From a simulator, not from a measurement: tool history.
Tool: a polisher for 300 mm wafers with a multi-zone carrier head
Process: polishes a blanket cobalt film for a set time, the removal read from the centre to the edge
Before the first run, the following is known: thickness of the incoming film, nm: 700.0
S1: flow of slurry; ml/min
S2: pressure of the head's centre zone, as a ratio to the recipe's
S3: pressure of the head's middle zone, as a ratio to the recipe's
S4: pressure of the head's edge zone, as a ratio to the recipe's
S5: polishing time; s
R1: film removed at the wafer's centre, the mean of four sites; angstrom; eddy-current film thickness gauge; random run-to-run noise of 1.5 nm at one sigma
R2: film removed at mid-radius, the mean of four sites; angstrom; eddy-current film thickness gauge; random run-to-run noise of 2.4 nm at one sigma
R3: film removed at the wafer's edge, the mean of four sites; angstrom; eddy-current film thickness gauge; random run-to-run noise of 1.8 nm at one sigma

| run | day | S1 | S2 | S3 | S4 | S5 | R1 | R2 | R3 |
|---|---|---|---|---|---|---|---|---|---|
| 1 | 0 | 140 | 1 | 1 | 1 | 60 | 2106.5 | 2186.1 | 2167.6 |
| 2 | 0.083 | 140 | 1 | 1 | 1.07 | 60 | 2127.9 | 2192.6 | 2209.8 |
| 3 | 0.333 | 130 | 0.99 | 0.98 | 1.07 | 60 | 2067.6 | 2099 | 2177.2 |
| 4 | 0.392 | 120 | 0.98 | 0.98 | 1.07 | 60 | 1977 | 2052.4 | 2153.9 |
| 5 | 0.596 | 120 | 0.98 | 0.93 | 1.07 | 60 | 2010.8 | 2032.5 | 2152.5 |
| 6 | 0.65 | 120 | 0.98 | 0.93 | 1.03 | 60 | 1985.9 | 2006.9 | 2161.5 |
| 7 | 0.717 | 115 | 0.98 | 0.93 | 1.03 | 60 | 1966.1 | 1959.7 | 2153.6 |
| 8 | 1.046 | 115 | 0.98 | 0.94 | 1.03 | 60 | 1944.9 | 1999.8 | 2105.8 |

For run 9, what comes out?
| 9 | 1.192 | 110 | 0.98 | 0.93 | 1.03 | 60 | ? | ? | ? |

{"run 9": {"R1": 1978.8, "R2": 1940.3, "R3": 2085.5}}

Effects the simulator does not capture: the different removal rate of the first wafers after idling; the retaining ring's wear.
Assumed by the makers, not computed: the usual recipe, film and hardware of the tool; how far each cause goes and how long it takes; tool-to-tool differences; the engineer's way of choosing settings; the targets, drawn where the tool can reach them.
